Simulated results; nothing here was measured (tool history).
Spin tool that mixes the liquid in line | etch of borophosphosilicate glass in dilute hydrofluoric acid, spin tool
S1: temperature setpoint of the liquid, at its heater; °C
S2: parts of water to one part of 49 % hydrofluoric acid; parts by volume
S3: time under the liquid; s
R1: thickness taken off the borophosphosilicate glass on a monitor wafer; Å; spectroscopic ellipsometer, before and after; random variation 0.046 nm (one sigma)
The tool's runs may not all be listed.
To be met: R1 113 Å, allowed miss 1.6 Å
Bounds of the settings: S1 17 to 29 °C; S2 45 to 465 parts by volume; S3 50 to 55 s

| run | hour | S1 | S2 | S3 | R1 |
|---|---|---|---|---|---|
| 1 | 0 | 21 | 255 | 50 | 76.823 |
| 2 | 5.2 | 21 | 255 | 55 | 85.182 |
| 3 | 12.4 | 22.5 | 255 | 55 | 90.142 |
| 4 | 12.9 | 23.5 | 255 | 55 | 92.315 |
| 5 | 13.6 | 24.5 | 250 | 55 | 97.593 |
| 6 | 22.5 | 24.5 | 180 | 55 | 148.09 |
| 7 | 30 | 23 | 180 | 55 | 139.17 |
| 8 | 37.9 | 23 | 180 | 55 | 139.65 |
| 9 | 43.7 | 22 | 180 | 55 | 134.14 |

5 next moves are on the table. One of them brings every result within its allowed miss. Which?
| A | 49.5 | 22.5 | 200 | 55 | ? |
| B | 49.5 | 26.5 | 220 | 50 | ? |
| C | 49.5 | 22.5 | 145 | 55 | ? |
| D | 49.5 | 21.5 | 210 | 55 | ? |
| E | 49.5 | 21.5 | 145 | 50 | ? |

| move | R1 |
|---|---|
| A | 119.73 |
| B | 112.07 |
| C | 175.19 |
| D | 108.69 |
| E | 153.15 |
A: nearer than the last run, and not there yet
B: meets every target
C: further off than the last run
D: takes the result that was furthest off past its target
E: further off than the last run
Answer: B
